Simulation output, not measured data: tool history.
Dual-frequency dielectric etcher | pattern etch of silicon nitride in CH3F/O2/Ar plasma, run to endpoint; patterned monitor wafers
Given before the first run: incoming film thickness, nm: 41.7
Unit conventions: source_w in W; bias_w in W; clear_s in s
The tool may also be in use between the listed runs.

Run 1, day 0: source_w 300 W, bias_w 51 W. Result: clear_s 68.653 s.
Run 2, day 0.25: source_w 320 W, bias_w 51 W. Result: clear_s 66.857 s.
Run 3, day 0.362: source_w 270 W, bias_w 51 W. Result: clear_s 72.182 s.
Run 4, day 0.638: source_w 270 W, bias_w 42 W. Result: clear_s 74.699 s.
Run 5, day 0.875: source_w 250 W, bias_w 42 W. Result: clear_s 78.167 s.
Run 6, day 1.25: source_w 200 W, bias_w 42 W. Result: clear_s 88.401 s.
Run 7, day 1.383: source_w 210 W, bias_w 42 W. Result: clear_s 85.968 s.
Run 8, day 1.738: source_w 210 W, bias_w 42 W. Result: clear_s 86.272 s.

Run 9 has not been measured yet. What should we expect?
Run 9, day 1.938: source_w 220 W, bias_w 42 W. Result: clear_s ?.

{"run 9": {"clear_s": 83.715}}
